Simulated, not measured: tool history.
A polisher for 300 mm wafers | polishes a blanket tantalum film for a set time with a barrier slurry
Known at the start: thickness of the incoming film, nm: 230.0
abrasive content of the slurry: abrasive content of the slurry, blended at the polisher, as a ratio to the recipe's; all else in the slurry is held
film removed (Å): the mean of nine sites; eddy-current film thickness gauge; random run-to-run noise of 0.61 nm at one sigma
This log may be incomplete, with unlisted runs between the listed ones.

run  hour  flow of slurry (ml/min)  pressure of the wafer on the pad (kPa)  speed of the pad under the wafer (m/s)  abrasive content of the slurry  polishing time (s)  film removed (Å)
  1     0                      155                                    11.7                                    1.12                               1                  71            1123.2
  2   3.6                      150                                    11.7                                    1.12                               1                  71            1134.2
  3   8.2                      150                                    11.7                                    1.12                            1.15                  71            1176.8
  4  16.6                      175                                    11.7                                    1.12                            1.15                  71            1194.8
  5  21.2                      200                                    11.7                                    1.12                            1.15                  71            1210.9
  6  23.9                      200                                      11                                    1.12                            1.15                  71            1151.2
  7  29.8                      195                                    10.3                                    1.12                            1.15                  71              1070
  8    32                      185                                       9                                    1.12                            1.15                  71            930.78
  9  33.6                      155                                       9                                    1.12                            1.15                  71            912.87
 10  35.5                      150                                       9                                    1.12                            1.15                  71            913.23
 11  41.5                      145                                       9                                    1.12                            1.15                  71            914.22
 12    50                      140                                       9                                    1.12                            1.15                  71            907.39
 13  50.7                      135                                       9                                    1.12                            1.15                  71            915.17
 14  54.5                      135                                     8.3                                    1.12                            1.15                  71            839.91
 15  59.1                      135                                     8.3                                    1.12                            1.15                  71            828.56
 16  66.1                      140                                     8.3                                    1.12                            1.15                  71            826.96
 17  67.9                      145                                     8.3                                    1.12                            1.15                  71             845.6
 18  72.9                      165                                     8.3                                    1.12                            1.15                  71            846.11
 19  75.5                      165                                       9                                    1.12                            1.15                  71            922.32
 20  81.3                      155                                       9                                    1.12                            1.15                  71               925
 21  87.1                      150                                     8.3                                    1.12                            1.15                  71            845.18

Run 22, settings as shown, results not yet in. Your forecast:
 22  92.3                      155                                     8.3                                    1.12                            1.15                  71                 ?

Run 22 came out at film removed (Å) 847.98.
